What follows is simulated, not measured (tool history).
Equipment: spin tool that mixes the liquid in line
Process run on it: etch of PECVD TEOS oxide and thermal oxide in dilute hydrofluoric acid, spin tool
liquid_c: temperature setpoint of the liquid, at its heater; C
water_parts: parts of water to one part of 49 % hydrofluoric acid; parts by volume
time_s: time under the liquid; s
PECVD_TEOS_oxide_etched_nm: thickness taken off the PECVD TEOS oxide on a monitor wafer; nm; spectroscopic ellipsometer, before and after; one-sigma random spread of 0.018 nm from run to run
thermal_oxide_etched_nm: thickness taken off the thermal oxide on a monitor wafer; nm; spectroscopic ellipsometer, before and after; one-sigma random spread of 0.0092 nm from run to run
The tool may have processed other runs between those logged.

| run | hour | liquid_c | water_parts | time_s | PECVD_TEOS_oxide_etched_nm | thermal_oxide_etched_nm |
|---|---|---|---|---|---|---|
| 1 | 0.0 | 25.0 | 225 | 180 | 7.7328 | 3.38460 |
| 2 | 7.7 | 25.0 | 285 | 180 | 5.6945 | 2.41700 |
| 3 | 11.3 | 25.0 | 285 | 240 | 7.6074 | 3.28830 |
| 4 | 13.1 | 27.5 | 285 | 240 | 8.2371 | 3.57730 |
| 5 | 17.2 | 26.5 | 300 | 225 | 7.0237 | 3.01420 |
| 6 | 23.4 | 25.5 | 315 | 215 | 6.0128 | 2.58540 |
| 7 | 26.6 | 24.5 | 325 | 205 | 5.2622 | 2.28030 |
| 8 | 31.7 | 24.0 | 335 | 195 | 4.8150 | 2.04670 |
| 9 | 33.8 | 23.0 | 345 | 185 | 4.2666 | 1.83680 |
| 10 | 41.5 | 19.5 | 400 | 95 | 1.5975 | 0.69074 |
| 11 | 44.5 | 20.5 | 400 | 95 | 1.6333 | 0.71112 |

Run 12, settings as shown, results not yet in. Your forecast:
| 12 | 50.4 | 21.0 | 400 | 95 | ? | ? |

{"run 12": {"PECVD_TEOS_oxide_etched_nm": 1.6557, "thermal_oxide_etched_nm": 0.72639}}
